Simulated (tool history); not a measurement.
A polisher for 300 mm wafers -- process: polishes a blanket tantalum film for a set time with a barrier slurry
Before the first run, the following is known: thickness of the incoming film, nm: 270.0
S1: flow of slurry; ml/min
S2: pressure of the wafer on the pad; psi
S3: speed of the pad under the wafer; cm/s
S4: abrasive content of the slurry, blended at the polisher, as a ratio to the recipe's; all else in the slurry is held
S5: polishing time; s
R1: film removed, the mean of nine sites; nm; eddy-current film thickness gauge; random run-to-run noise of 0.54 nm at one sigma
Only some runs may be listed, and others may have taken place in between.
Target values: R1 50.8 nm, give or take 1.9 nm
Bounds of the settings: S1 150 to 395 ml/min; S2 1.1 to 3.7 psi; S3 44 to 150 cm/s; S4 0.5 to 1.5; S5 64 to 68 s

run	hour	S1	S2	S3	S4	S5	R1
1	0	250	2.4	96	1	64	106.43
2	1.4	250	2.4	96	0.8	64	95.043
3	5	250	2.4	96	0.9	64	99.293
4	10.2	250	2.4	96	0.9	68	106.74
5	17.6	280	2.4	96	0.9	68	109.45
6	19.1	280	2.4	80	0.9	68	93.034
7	21.7	275	2	78	0.9	68	79.038
8	22.5	275	1.7	74	0.9	68	65.214
9	26.7	270	1.1	72	0.9	68	47.888
10	29.5	275	1.1	72	0.9	68	48.651

Below are 5 possible settings for the next run. Only one of them brings all results inside the allowed miss of their targets. Which is it?
A	32.3	250	1.5	74	0.75	64	?
B	32.3	295	1.2	76	1	68	?
C	32.3	270	1.5	70	0.85	67	?
D	32.3	295	1.1	82	0.7	64	?
E	32.3	245	1.1	80	0.8	64	?

move	R1
A	52.15
B	56.718
C	55.413
D	46.306
E	47.514
A: each result inside its tolerance
B: takes the biggest miss from the last run beyond its target
C: takes the biggest miss from the last run beyond its target
D: the biggest miss grows against the last run
E: the biggest miss grows against the last run
Answer: A
